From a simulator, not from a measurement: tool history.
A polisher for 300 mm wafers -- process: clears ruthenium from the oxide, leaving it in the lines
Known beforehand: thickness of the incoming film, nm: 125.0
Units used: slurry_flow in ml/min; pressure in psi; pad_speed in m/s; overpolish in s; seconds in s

{"run": 1, "hour": 0.0, "slurry_flow": 275, "pressure": 1.5, "pad_speed": 1.0, "overpolish": 7, "seconds": 173.36}
{"run": 2, "hour": 4.1, "slurry_flow": 275, "pressure": 1.5, "pad_speed": 1.12, "overpolish": 7, "seconds": 156.14}
{"run": 3, "hour": 10.6, "slurry_flow": 275, "pressure": 1.3, "pad_speed": 1.12, "overpolish": 7, "seconds": 177.33}
{"run": 4, "hour": 17.0, "slurry_flow": 275, "pressure": 1.3, "pad_speed": 1.36, "overpolish": 7, "seconds": 147.73}
{"run": 5, "hour": 20.2, "slurry_flow": 275, "pressure": 1.1, "pad_speed": 1.3, "overpolish": 7, "seconds": 180.96}
{"run": 6, "hour": 22.7, "slurry_flow": 275, "pressure": 1.1, "pad_speed": 1.3, "overpolish": 7, "seconds": 181.05}
{"run": 7, "hour": 24.2, "slurry_flow": 275, "pressure": 1.0, "pad_speed": 1.28, "overpolish": 7, "seconds": 205.97}

Run 8 has not been measured yet. What should we expect?
{"run": 8, "hour": 30.6, "slurry_flow": 275, "pressure": 0.9, "pad_speed": 1.28, "overpolish": 7, "seconds": "?"}

{"run 8": {"seconds": 220.71}}
